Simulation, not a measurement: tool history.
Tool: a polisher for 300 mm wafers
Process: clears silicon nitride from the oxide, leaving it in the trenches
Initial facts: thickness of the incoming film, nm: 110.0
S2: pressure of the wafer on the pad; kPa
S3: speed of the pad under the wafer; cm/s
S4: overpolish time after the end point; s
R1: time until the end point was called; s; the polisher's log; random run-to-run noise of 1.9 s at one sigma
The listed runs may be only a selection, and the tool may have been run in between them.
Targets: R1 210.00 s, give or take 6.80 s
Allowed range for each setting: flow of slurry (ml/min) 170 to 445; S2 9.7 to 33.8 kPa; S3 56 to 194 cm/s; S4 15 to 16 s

{"run": 1, "day": 0.0, "flow of slurry (ml/min)": 285, "S2": 21.4, "S3": 124, "S4": 15, "R1": 109.47}
{"run": 2, "day": 0.221, "flow of slurry (ml/min)": 285, "S2": 19.3, "S3": 122, "S4": 15, "R1": 120.62}
{"run": 3, "day": 0.508, "flow of slurry (ml/min)": 285, "S2": 17.9, "S3": 118, "S4": 15, "R1": 132.75}
{"run": 4, "day": 0.679, "flow of slurry (ml/min)": 285, "S2": 22.8, "S3": 118, "S4": 15, "R1": 107.16}
{"run": 5, "day": 0.867, "flow of slurry (ml/min)": 285, "S2": 20.7, "S3": 116, "S4": 15, "R1": 120.59}
{"run": 6, "day": 1.104, "flow of slurry (ml/min)": 285, "S2": 18.6, "S3": 114, "S4": 15, "R1": 134.48}
{"run": 7, "day": 1.271, "flow of slurry (ml/min)": 285, "S2": 17.2, "S3": 114, "S4": 15, "R1": 145.11}
{"run": 8, "day": 1.642, "flow of slurry (ml/min)": 285, "S2": 15.9, "S3": 114, "S4": 15, "R1": 159.29}
{"run": 9, "day": 1.85, "flow of slurry (ml/min)": 280, "S2": 10.3, "S3": 112, "S4": 15, "R1": 234.43}
{"run": 10, "day": 1.871, "flow of slurry (ml/min)": 285, "S2": 10.3, "S3": 112, "S4": 15, "R1": 230.0}
{"run": 11, "day": 2.242, "flow of slurry (ml/min)": 285, "S2": 10.3, "S3": 112, "S4": 15, "R1": 234.09}
{"run": 12, "day": 2.467, "flow of slurry (ml/min)": 285, "S2": 11.0, "S3": 112, "S4": 15, "R1": 218.67}
{"run": 13, "day": 2.812, "flow of slurry (ml/min)": 290, "S2": 11.0, "S3": 112, "S4": 15, "R1": 221.48}

Which of these 4 next moves meets every target?
{"run": "A", "day": 3.158, "flow of slurry (ml/min)": 330, "S2": 14.5, "S3": 90, "S4": 16, "R1": "?"}
{"run": "B", "day": 3.158, "flow of slurry (ml/min)": 300, "S2": 15.9, "S3": 90, "S4": 16, "R1": "?"}
{"run": "C", "day": 3.158, "flow of slurry (ml/min)": 170, "S2": 11.0, "S3": 118, "S4": 15, "R1": "?"}
{"run": "D", "day": 3.158, "flow of slurry (ml/min)": 275, "S2": 12.4, "S3": 90, "S4": 15, "R1": "?"}

move=A R1=207.94
move=B R1=192.75
move=C R1=220.39
move=D R1=243.15
A: meets every target
B: carries the result that was furthest off beyond its target, to the other side
C: better than the last run, though not everything is in spec
D: its largest miss is bigger than the last run's
So the answer is move A, the one that meets all the targets.

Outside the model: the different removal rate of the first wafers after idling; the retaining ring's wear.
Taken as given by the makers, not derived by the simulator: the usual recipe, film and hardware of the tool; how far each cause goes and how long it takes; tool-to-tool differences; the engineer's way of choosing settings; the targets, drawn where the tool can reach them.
